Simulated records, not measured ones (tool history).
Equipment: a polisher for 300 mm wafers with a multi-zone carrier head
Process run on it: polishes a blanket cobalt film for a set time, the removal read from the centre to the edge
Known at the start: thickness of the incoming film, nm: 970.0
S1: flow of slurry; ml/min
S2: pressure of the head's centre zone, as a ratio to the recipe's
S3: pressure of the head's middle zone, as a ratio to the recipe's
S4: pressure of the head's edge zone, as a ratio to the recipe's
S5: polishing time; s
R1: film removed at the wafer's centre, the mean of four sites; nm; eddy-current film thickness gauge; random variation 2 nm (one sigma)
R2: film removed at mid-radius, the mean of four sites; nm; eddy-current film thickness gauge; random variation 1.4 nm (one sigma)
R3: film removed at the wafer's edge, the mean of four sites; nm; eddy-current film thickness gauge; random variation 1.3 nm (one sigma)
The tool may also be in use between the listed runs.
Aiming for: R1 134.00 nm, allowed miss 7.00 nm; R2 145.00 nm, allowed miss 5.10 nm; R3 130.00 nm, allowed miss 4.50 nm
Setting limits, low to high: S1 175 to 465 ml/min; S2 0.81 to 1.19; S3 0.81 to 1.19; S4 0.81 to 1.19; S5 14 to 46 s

run	hour	S1	S2	S3	S4	S5	R1	R2	R3
1	0.0	295	1.00	1.00	1.00	30	104.95	108.18	102.11
2	3.0	300	1.02	1.03	1.03	32	115.18	117.27	110.20
3	8.2	300	1.02	1.03	1.00	32	114.98	118.03	108.64
4	9.8	305	1.02	1.06	1.03	33	120.56	123.69	113.66
5	17.9	305	1.02	1.10	1.03	33	116.12	127.03	112.96
6	25.2	305	0.95	1.10	1.03	33	110.43	126.39	112.47
7	26.1	305	0.95	1.10	1.03	33	111.23	126.68	115.17
8	31.2	315	0.97	1.11	1.05	34	119.20	130.54	120.92

4 candidate next runs follow, results not yet known. Just one meets every target within its allowed miss. Identify it.
A	36.3	370	1.09	0.88	1.19	34	?	?	?
B	36.3	415	0.97	1.07	0.99	38	?	?	?
C	36.3	385	1.11	1.02	0.89	38	?	?	?
D	36.3	385	1.09	1.03	1.11	34	?	?	?

move	R1	R2	R3
A	132.26	109.80	128.12
B	134.38	145.91	132.73
C	150.92	139.29	126.80
D	132.82	125.64	124.23
A: its largest miss is bigger than the last run's
B: each result inside its tolerance
C: nearer than the last run, and not there yet
D: its largest miss is bigger than the last run's
Answer: B
